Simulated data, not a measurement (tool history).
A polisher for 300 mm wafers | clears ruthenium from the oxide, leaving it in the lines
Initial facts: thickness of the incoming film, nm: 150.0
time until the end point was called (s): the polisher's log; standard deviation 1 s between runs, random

| run | hour | flow of slurry (ml/min) | pressure of the wafer on the pad (psi) | speed of the pad under the wafer (cm/s) | overpolish time after the end point (s) | time until the end point was called (s) |
|---|---|---|---|---|---|---|
| 1 | 0.0 | 315 | 2.1 | 100 | 6 | 134.210 |
| 2 | 2.7 | 315 | 2.1 | 100 | 5 | 137.210 |
| 3 | 10.2 | 315 | 2.2 | 100 | 5 | 131.270 |
| 4 | 14.3 | 315 | 2.3 | 100 | 5 | 128.520 |
| 5 | 21.4 | 315 | 2.3 | 90 | 5 | 138.630 |
| 6 | 25.4 | 245 | 2.3 | 90 | 5 | 143.200 |
| 7 | 32.8 | 245 | 2.4 | 92 | 5 | 136.260 |
| 8 | 36.4 | 250 | 2.5 | 94 | 5 | 131.100 |
| 9 | 44.5 | 255 | 2.6 | 96 | 5 | 125.080 |
| 10 | 51.1 | 255 | 3.2 | 110 | 5 | 97.279 |

Forecast run 11:
| 11 | 58.0 | 255 | 3.2 | 112 | 5 | ? |

{"run 11": {"time until the end point was called (s)": 95.457}}
